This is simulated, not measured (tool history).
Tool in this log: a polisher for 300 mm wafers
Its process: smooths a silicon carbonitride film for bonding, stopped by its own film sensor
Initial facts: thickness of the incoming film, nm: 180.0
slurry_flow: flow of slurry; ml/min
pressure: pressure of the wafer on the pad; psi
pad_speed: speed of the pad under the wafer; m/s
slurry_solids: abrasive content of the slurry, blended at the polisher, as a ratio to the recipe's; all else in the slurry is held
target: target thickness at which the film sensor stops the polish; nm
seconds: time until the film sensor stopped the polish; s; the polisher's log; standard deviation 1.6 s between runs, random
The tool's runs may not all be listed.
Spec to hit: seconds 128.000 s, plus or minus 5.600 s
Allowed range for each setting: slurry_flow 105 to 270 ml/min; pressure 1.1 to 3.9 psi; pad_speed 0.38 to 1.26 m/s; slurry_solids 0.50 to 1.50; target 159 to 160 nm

{"run": 1, "hour": 0.0, "slurry_flow": 175, "pressure": 2.5, "pad_speed": 0.82, "slurry_solids": 1.0, "target": 160, "seconds": 64.41}
{"run": 2, "hour": 8.6, "slurry_flow": 175, "pressure": 2.2, "pad_speed": 0.8, "slurry_solids": 1.0, "target": 160, "seconds": 73.581}
{"run": 3, "hour": 10.6, "slurry_flow": 175, "pressure": 2.2, "pad_speed": 0.8, "slurry_solids": 1.2, "target": 160, "seconds": 67.769}
{"run": 4, "hour": 15.2, "slurry_flow": 175, "pressure": 2.2, "pad_speed": 0.8, "slurry_solids": 1.1, "target": 160, "seconds": 71.618}
{"run": 5, "hour": 23.4, "slurry_flow": 175, "pressure": 1.9, "pad_speed": 0.78, "slurry_solids": 1.1, "target": 160, "seconds": 82.879}
{"run": 6, "hour": 31.6, "slurry_flow": 175, "pressure": 1.9, "pad_speed": 0.78, "slurry_solids": 0.95, "target": 160, "seconds": 89.61}
{"run": 7, "hour": 35.6, "slurry_flow": 175, "pressure": 1.7, "pad_speed": 0.78, "slurry_solids": 0.95, "target": 160, "seconds": 98.288}
{"run": 8, "hour": 41.2, "slurry_flow": 175, "pressure": 1.6, "pad_speed": 0.78, "slurry_solids": 0.95, "target": 160, "seconds": 104.8}
{"run": 9, "hour": 48.3, "slurry_flow": 170, "pressure": 1.1, "pad_speed": 0.76, "slurry_solids": 0.95, "target": 160, "seconds": 151.47}
{"run": 10, "hour": 56.1, "slurry_flow": 180, "pressure": 1.1, "pad_speed": 0.76, "slurry_solids": 0.95, "target": 160, "seconds": 151.04}
{"run": 11, "hour": 63.5, "slurry_flow": 180, "pressure": 1.2, "pad_speed": 0.76, "slurry_solids": 0.95, "target": 160, "seconds": 139.27}
{"run": 12, "hour": 67.8, "slurry_flow": 180, "pressure": 1.2, "pad_speed": 0.76, "slurry_solids": 0.95, "target": 160, "seconds": 135.22}
{"run": 13, "hour": 74.3, "slurry_flow": 185, "pressure": 1.2, "pad_speed": 0.76, "slurry_solids": 0.95, "target": 160, "seconds": 137.09}
{"run": 14, "hour": 82.3, "slurry_flow": 185, "pressure": 1.4, "pad_speed": 0.76, "slurry_solids": 0.95, "target": 160, "seconds": 120.82}
{"run": 15, "hour": 86.4, "slurry_flow": 180, "pressure": 1.4, "pad_speed": 0.76, "slurry_solids": 0.95, "target": 160, "seconds": 123.52}

Which single option among these 4 for the next run brings every result within its allowed miss of target? Just one does.
{"run": "A", "hour": 90.5, "slurry_flow": 210, "pressure": 1.4, "pad_speed": 0.7, "slurry_solids": 1.05, "target": 160, "seconds": "?"}
{"run": "B", "hour": 90.5, "slurry_flow": 190, "pressure": 1.6, "pad_speed": 0.76, "slurry_solids": 0.7, "target": 159, "seconds": "?"}
{"run": "C", "hour": 90.5, "slurry_flow": 180, "pressure": 1.5, "pad_speed": 0.86, "slurry_solids": 0.8, "target": 159, "seconds": "?"}
{"run": "D", "hour": 90.5, "slurry_flow": 175, "pressure": 1.3, "pad_speed": 0.9, "slurry_solids": 1.05, "target": 160, "seconds": "?"}

move=A seconds=117.030
move=B seconds=125.960
move=C seconds=115.480
move=D seconds=107.860
A: misses by more than the last run did
B: every result lands within tolerance
C: misses by more than the last run did
D: misses by more than the last run did
The move that meets every target is B.

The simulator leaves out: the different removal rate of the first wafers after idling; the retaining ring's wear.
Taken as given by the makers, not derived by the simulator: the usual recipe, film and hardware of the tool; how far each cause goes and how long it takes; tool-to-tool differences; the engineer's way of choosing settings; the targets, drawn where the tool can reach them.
